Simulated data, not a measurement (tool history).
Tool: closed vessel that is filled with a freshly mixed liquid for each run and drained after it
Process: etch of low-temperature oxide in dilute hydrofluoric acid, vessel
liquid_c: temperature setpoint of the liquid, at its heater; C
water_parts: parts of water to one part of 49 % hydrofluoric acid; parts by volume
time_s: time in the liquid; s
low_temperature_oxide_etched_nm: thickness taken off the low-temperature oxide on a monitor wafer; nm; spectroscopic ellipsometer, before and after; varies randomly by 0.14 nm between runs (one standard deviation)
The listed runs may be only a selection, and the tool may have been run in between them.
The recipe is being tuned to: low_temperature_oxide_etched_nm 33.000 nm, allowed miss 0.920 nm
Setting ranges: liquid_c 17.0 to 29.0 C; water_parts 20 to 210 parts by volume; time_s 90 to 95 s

run,hour,liquid_c,water_parts,time_s,low_temperature_oxide_etched_nm
1,0.0,21.0,115,90,15.702
2,1.9,22.0,110,90,17.170
3,7.3,22.0,85,90,23.037
4,9.7,23.0,85,90,23.909
5,14.7,23.0,125,90,15.497
6,20.1,23.0,125,95,16.291
7,25.3,24.0,120,95,17.839
8,30.6,24.5,115,95,19.132
9,38.9,25.0,110,95,20.492
10,44.4,25.5,105,95,22.194
11,50.2,26.0,100,95,23.686
12,57.7,26.5,95,95,25.589

Exactly one of the 5 candidate moves below puts every result within its allowed miss. Which one?
A,65.2,28.0,70,95,?
B,65.2,28.5,105,90,?
C,65.2,26.5,75,95,?
D,65.2,27.5,75,95,?
E,65.2,27.0,110,95,?

move,low_temperature_oxide_etched_nm
A,38.259
B,23.468
C,33.430
D,34.771
E,22.186
A: takes the biggest miss from the last run beyond its target
B: the biggest miss grows against the last run
C: every result within its allowed miss
D: takes the biggest miss from the last run beyond its target
E: the biggest miss grows against the last run
Correct choice: C, which meets every target
